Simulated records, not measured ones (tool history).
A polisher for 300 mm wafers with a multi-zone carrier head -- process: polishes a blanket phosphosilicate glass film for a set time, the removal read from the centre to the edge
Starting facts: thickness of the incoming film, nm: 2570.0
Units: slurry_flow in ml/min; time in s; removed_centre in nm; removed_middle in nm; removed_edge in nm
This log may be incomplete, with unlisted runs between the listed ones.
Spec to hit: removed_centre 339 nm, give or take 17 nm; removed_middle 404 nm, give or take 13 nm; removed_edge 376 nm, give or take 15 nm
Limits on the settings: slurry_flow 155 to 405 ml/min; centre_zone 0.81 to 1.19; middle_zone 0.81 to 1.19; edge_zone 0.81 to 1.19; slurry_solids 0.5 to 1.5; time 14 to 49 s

run	day	slurry_flow	centre_zone	middle_zone	edge_zone	slurry_solids	time	removed_centre	removed_middle	removed_edge
1	0	260	1	1	1	1	31	279.24	285.59	272.66
2	0.312	260	0.99	1.02	1.03	1.1	31	294.39	305.64	305.96
3	0.4	260	0.99	1.02	0.95	1.1	31	312	303.48	287.38
4	0.471	260	0.99	1.02	0.95	1.1	34	327.17	337.07	318.47
5	0.612	265	0.99	1.05	0.97	1.1	34	339.14	343.01	312.73
6	0.754	265	0.99	1.13	0.97	1.1	34	332.61	354.92	315.77
7	0.804	270	0.98	1.14	0.99	1.15	34	342.83	367.22	333.87
8	0.896	275	0.96	1.15	1	1.15	34	331.24	380.81	332.64
9	1.021	280	0.96	1.15	1.02	1.15	34	331.11	373.89	335.89
10	1.379	280	0.96	1.15	1.02	1.15	34	326.75	370.12	338.8
11	1.533	280	0.95	1.16	1.03	1.2	34	334.45	386.31	343

Exactly one of the 4 candidate moves below puts every result within its allowed miss. Which one?
A	1.688	260	0.85	1.02	1.19	1	42	?	?	?
B	1.688	265	0.91	1.15	1.1	1.25	35	?	?	?
C	1.688	255	0.89	1.02	1.19	1	41	?	?	?
D	1.688	205	0.86	0.95	1.19	1.15	39	?	?	?

move	removed_centre	removed_middle	removed_edge
A	337.75	392.76	424.59
B	342.56	398.87	385.24
C	344.4	382.47	413.78
D	332.81	368.77	418.46
A: the result that was furthest off in the last run now lies on the other side of its target
B: meets every target
C: the result that was furthest off in the last run now lies on the other side of its target
D: the result that was furthest off in the last run now lies on the other side of its target
B meets every target.

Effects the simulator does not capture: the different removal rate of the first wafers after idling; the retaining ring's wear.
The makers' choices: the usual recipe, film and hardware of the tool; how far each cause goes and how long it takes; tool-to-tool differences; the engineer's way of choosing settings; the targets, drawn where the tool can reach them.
